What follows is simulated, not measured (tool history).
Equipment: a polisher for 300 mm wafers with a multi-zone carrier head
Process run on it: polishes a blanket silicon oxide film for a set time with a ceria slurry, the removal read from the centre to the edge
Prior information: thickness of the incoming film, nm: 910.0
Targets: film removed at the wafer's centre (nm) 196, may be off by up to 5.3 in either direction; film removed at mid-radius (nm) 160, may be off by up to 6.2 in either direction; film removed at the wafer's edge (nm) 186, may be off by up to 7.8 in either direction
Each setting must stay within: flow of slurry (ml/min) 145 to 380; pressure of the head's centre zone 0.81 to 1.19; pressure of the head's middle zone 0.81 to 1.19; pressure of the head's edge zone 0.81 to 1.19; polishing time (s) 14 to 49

run	day	flow of slurry (ml/min)	pressure of the head's centre zone	pressure of the head's middle zone	pressure of the head's edge zone	polishing time (s)	film removed at the wafer's centre (nm)	film removed at mid-radius (nm)	film removed at the wafer's edge (nm)
1	0	245	1	1	1	31	128.27	128.1	120.67
2	0.042	245	1.08	1	1	31	138.32	126.65	120.85
3	0.317	185	1.08	1	1	31	131.41	123.13	117.59
4	0.446	185	1.08	1	0.96	31	131.42	122.96	112.3
# day 0.638: edge zone pressure recalibrated
5	0.638	185	1.08	1	0.96	25	106.54	99.143	97.737
6	0.871	185	1.01	1	0.96	25	98.647	98.294	97.748
7	1.112	200	1.01	0.96	1.01	28	112.61	111.21	112.83
8	1.396	215	1.03	0.93	1.05	30	123.43	116.86	123.48

Exercise: of the 5 proposed moves below, exactly one satisfies all targets within the stated allowed misses. Which move is it?
A	1.679	195	0.96	1.12	0.97	39	?	?	?
B	1.679	285	1.13	0.9	0.96	41	?	?	?
C	1.679	290	1.07	0.83	1.1	43	?	?	?
D	1.679	225	1	0.89	1.1	43	?	?	?
E	1.679	235	1.11	0.84	1.12	40	?	?	?

move	film removed at the wafer's centre (nm)	film removed at mid-radius (nm)	film removed at the wafer's edge (nm)
A	150.16	171.14	152.61
B	196.92	160.62	166.5
C	195.81	159.15	187.09
D	176.66	162.23	182.51
E	183.74	145.51	172.23
A: nearer than the last run, and not there yet
B: the worst result of the last run now meets its target, but another is out of spec
C: every result lands within tolerance
D: nearer than the last run, and not there yet
E: nearer than the last run, and not there yet
Move C is the one to make.
